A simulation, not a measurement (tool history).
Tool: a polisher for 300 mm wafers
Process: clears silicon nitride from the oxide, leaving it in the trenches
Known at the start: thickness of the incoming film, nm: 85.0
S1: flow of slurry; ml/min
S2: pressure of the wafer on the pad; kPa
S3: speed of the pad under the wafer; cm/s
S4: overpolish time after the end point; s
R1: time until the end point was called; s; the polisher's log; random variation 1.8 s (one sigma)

run 1 hour=0 | S1=190 S2=19.3 S3=84 S4=25 | R1=138.68
run 2 hour=1.7 | S1=190 S2=19.3 S3=84 S4=27 | R1=140.64
run 3 hour=5.9 | S1=225 S2=19.3 S3=84 S4=27 | R1=137.4
run 4 hour=11 | S1=185 S2=19.3 S3=84 S4=27 | R1=140.32
run 5 hour=16.1 | S1=185 S2=19.3 S3=70 S4=27 | R1=165.86
run 6 hour=20.4 | S1=185 S2=19.3 S3=70 S4=27 | R1=163.97

Run 7 comes next. What will it give?
run 7 hour=25.2 | S1=185 S2=17.2 S3=70 S4=27 | R1=?

{"run 7": {"R1": 182.6}}
